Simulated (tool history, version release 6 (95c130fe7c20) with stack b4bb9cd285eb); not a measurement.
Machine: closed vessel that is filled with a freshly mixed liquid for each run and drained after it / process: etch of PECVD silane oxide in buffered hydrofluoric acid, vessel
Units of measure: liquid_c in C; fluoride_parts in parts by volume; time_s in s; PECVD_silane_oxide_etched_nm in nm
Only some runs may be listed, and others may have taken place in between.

| run | hour | liquid_c | fluoride_parts | time_s | PECVD_silane_oxide_etched_nm |
|---|---|---|---|---|---|
| 1 | 0 | 22 | 8.5 | 30 | 80.396 |
| 2 | 7.7 | 21 | 8.5 | 30 | 76.049 |
| 3 | 12.4 | 20 | 8.5 | 30 | 71.812 |
| 4 | 14.5 | 19.5 | 8.5 | 30 | 71.611 |
| 5 | 16.8 | 19.5 | 6.5 | 30 | 93.663 |
| 6 | 26 | 19.5 | 6.5 | 30 | 92.574 |
| 7 | 29.1 | 19 | 7 | 30 | 84.728 |
| 8 | 31.5 | 18.5 | 7.5 | 30 | 75.255 |

Expected results for the next run?
| 9 | 37.8 | 18 | 8 | 30 | ? |

{"run 9": {"PECVD_silane_oxide_etched_nm": 68.456}}

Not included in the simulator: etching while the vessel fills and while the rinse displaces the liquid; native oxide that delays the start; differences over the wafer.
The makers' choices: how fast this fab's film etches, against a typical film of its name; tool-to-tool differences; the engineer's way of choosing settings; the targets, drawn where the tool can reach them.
